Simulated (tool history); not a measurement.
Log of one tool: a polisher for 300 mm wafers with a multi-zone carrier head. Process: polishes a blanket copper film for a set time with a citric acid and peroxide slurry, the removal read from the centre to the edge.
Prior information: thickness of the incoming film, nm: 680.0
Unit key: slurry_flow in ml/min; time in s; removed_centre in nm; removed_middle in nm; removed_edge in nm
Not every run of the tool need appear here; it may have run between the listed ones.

run  hour  slurry_flow  centre_zone  middle_zone  edge_zone  slurry_solids  time  removed_centre  removed_middle  removed_edge
  1   0.0          150         1.00         1.00       1.00            1.0    81          256.51          255.36        246.90
  2   6.0          145         0.98         0.99       1.02            1.0    81          249.33          254.50        245.38
  3   8.5          145         0.98         0.99       1.10            1.0    81          247.79          260.05        256.91
  4  15.9          140         0.96         0.97       1.11            1.0    81          245.43          253.94        254.48
  5  18.9          140         0.96         1.06       1.11            1.0    81          239.32          264.92        253.48
  6  21.4          140         0.96         1.06       1.04            1.0    81          243.73          271.71        248.65
  7  27.0          135         0.94         1.02       1.06            1.0    81          234.33          261.17        245.23

Predict the results of run 8:
  8  35.4          135         0.92         0.99       1.08            1.0    81               ?               ?             ?

{"run 8": {"removed_centre": 231.36, "removed_middle": 257.28, "removed_edge": 251.92}}
